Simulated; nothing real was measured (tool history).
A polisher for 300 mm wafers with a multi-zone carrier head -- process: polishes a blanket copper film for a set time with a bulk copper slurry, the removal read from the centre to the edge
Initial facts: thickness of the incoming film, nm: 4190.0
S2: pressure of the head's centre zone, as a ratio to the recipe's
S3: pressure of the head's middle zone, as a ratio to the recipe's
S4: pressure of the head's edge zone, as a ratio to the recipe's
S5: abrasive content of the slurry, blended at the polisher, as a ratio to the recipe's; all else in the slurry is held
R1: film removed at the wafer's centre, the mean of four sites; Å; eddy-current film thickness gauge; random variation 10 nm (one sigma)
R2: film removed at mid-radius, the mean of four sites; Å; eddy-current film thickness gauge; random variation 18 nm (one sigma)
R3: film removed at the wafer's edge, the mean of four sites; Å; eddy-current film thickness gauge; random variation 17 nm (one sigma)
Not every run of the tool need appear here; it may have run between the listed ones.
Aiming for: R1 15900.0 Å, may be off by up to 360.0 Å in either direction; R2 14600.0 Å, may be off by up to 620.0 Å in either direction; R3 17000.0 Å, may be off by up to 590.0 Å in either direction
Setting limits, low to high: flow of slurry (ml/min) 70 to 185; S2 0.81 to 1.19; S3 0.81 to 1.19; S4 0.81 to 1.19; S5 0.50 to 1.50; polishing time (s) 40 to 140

{"run": 1, "hour": 0.0, "flow of slurry (ml/min)": 120, "S2": 1.0, "S3": 1.0, "S4": 1.0, "S5": 1.0, "polishing time (s)": 90, "R1": 11347.0, "R2": 10956.0, "R3": 11308.0}
{"run": 2, "hour": 4.6, "flow of slurry (ml/min)": 120, "S2": 1.0, "S3": 1.0, "S4": 1.02, "S5": 1.05, "polishing time (s)": 92, "R1": 11637.0, "R2": 11299.0, "R3": 11684.0}
{"run": 3, "hour": 12.2, "flow of slurry (ml/min)": 120, "S2": 1.0, "S3": 0.99, "S4": 1.04, "S5": 1.1, "polishing time (s)": 94, "R1": 11897.0, "R2": 11546.0, "R3": 12125.0}
{"run": 4, "hour": 18.7, "flow of slurry (ml/min)": 120, "S2": 1.0, "S3": 0.99, "S4": 1.04, "S5": 1.1, "polishing time (s)": 84, "R1": 10845.0, "R2": 10539.0, "R3": 10782.0}
{"run": 5, "hour": 22.8, "flow of slurry (ml/min)": 120, "S2": 1.0, "S3": 0.99, "S4": 1.04, "S5": 1.1, "polishing time (s)": 75, "R1": 9685.1, "R2": 9471.7, "R3": 9512.5}
{"run": 6, "hour": 31.5, "flow of slurry (ml/min)": 120, "S2": 1.05, "S3": 0.99, "S4": 1.04, "S5": 1.1, "polishing time (s)": 75, "R1": 10063.0, "R2": 9135.2, "R3": 9585.4}
{"run": 7, "hour": 33.1, "flow of slurry (ml/min)": 120, "S2": 1.05, "S3": 0.98, "S4": 1.05, "S5": 1.15, "polishing time (s)": 79, "R1": 10682.0, "R2": 9645.7, "R3": 10403.0}
{"run": 8, "hour": 41.3, "flow of slurry (ml/min)": 120, "S2": 1.05, "S3": 0.98, "S4": 1.06, "S5": 1.2, "polishing time (s)": 82, "R1": 11120.0, "R2": 10288.0, "R3": 10832.0}
{"run": 9, "hour": 47.9, "flow of slurry (ml/min)": 120, "S2": 1.05, "S3": 0.97, "S4": 1.07, "S5": 1.25, "polishing time (s)": 85, "R1": 11682.0, "R2": 10594.0, "R3": 11426.0}
{"run": 10, "hour": 48.9, "flow of slurry (ml/min)": 120, "S2": 1.05, "S3": 0.97, "S4": 1.08, "S5": 1.3, "polishing time (s)": 88, "R1": 12103.0, "R2": 10795.0, "R3": 11821.0}

Below are 5 possible settings for the next run. Only one of them brings all results inside the allowed miss of their targets. Which is it?
{"run": "A", "hour": 49.9, "flow of slurry (ml/min)": 80, "S2": 1.06, "S3": 0.99, "S4": 1.19, "S5": 1.0, "polishing time (s)": 134, "R1": "?", "R2": "?", "R3": "?"}
{"run": "B", "hour": 49.9, "flow of slurry (ml/min)": 150, "S2": 1.1, "S3": 1.04, "S4": 1.14, "S5": 1.1, "polishing time (s)": 115, "R1": "?", "R2": "?", "R3": "?"}
{"run": "C", "hour": 49.9, "flow of slurry (ml/min)": 125, "S2": 0.99, "S3": 0.97, "S4": 1.12, "S5": 1.25, "polishing time (s)": 69, "R1": "?", "R2": "?", "R3": "?"}
{"run": "D", "hour": 49.9, "flow of slurry (ml/min)": 80, "S2": 1.04, "S3": 0.82, "S4": 1.16, "S5": 1.3, "polishing time (s)": 66, "R1": "?", "R2": "?", "R3": "?"}
{"run": "E", "hour": 49.9, "flow of slurry (ml/min)": 115, "S2": 1.05, "S3": 0.99, "S4": 1.08, "S5": 1.0, "polishing time (s)": 117, "R1": "?", "R2": "?", "R3": "?"}

move=A R1=15843.0 R2=14296.0 R3=16942.0
move=B R1=17037.0 R2=15091.0 R3=16005.0
move=C R1=9044.0 R2=8449.3 R3=9519.2
move=D R1=8040.3 R2=6333.6 R3=8678.3
move=E R1=15276.0 R2=13713.0 R3=14991.0
A: each result inside its tolerance
B: the result that was furthest off in the last run now lies on the other side of its target
C: further off than the last run
D: further off than the last run
E: gains on the last run, yet a result remains outside its allowed miss
The right move is A.
